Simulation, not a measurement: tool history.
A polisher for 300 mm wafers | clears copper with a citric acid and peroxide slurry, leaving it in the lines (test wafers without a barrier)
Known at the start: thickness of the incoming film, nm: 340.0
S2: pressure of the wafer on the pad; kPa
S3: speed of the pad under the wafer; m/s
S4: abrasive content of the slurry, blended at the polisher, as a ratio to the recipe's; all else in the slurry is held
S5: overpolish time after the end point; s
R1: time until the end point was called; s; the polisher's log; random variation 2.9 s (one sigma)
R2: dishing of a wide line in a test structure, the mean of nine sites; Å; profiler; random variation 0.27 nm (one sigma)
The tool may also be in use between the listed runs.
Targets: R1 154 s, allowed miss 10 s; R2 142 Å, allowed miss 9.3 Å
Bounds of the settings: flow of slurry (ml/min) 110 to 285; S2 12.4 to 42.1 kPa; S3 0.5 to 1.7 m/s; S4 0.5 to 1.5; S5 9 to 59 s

run 1 day=0 | flow_of_slurry_(ml/min)=180 S2=26.9 S3=1.1 S4=1 S5=30 | R1=128.61 R2=400.83
run 2 day=0.117 | flow_of_slurry_(ml/min)=180 S2=26.9 S3=1.1 S4=1 S5=24 | R1=127.7 R2=353.86
run 3 day=0.154 | flow_of_slurry_(ml/min)=180 S2=24.8 S3=1.12 S4=1 S5=22 | R1=138.98 R2=312.01
run 4 day=0.529 | flow_of_slurry_(ml/min)=180 S2=24.8 S3=1.12 S4=1 S5=33 | R1=137.87 R2=432.56
run 5 day=0.621 | flow_of_slurry_(ml/min)=180 S2=17.9 S3=1.12 S4=1 S5=33 | R1=186.39 R2=348.03
run 6 day=0.925 | flow_of_slurry_(ml/min)=185 S2=17.2 S3=1.16 S4=1.05 S5=29 | R1=182.45 R2=318.22
run 7 day=1.062 | flow_of_slurry_(ml/min)=190 S2=16.5 S3=1.18 S4=1.1 S5=26 | R1=184.28 R2=288.34
run 8 day=1.354 | flow_of_slurry_(ml/min)=205 S2=15.9 S3=1.2 S4=1.15 S5=23 | R1=184.45 R2=261.96
run 9 day=1.467 | flow_of_slurry_(ml/min)=205 S2=15.9 S3=1.2 S4=1.15 S5=23 | R1=184.96 R2=267.78

Which of these 4 next moves meets every target?
run A day=1.579 | flow_of_slurry_(ml/min)=215 S2=17.9 S3=1.26 S4=1.3 S5=9 | R1=? R2=?
run B day=1.579 | flow_of_slurry_(ml/min)=235 S2=20 S3=1.4 S4=1.15 S5=9 | R1=? R2=?
run C day=1.579 | flow_of_slurry_(ml/min)=255 S2=25.5 S3=1.02 S4=1.1 S5=9 | R1=? R2=?
run D day=1.579 | flow_of_slurry_(ml/min)=265 S2=18.6 S3=1.56 S4=1.15 S5=9 | R1=? R2=?

move=A R1=153.66 R2=143.39
move=B R1=130.49 R2=165.67
move=C R1=132.98 R2=163.84
move=D R1=126.35 R2=170
A: meets every target
B: nearer than the last run, and not there yet
C: nearer than the last run, and not there yet
D: nearer than the last run, and not there yet
The right move is A.
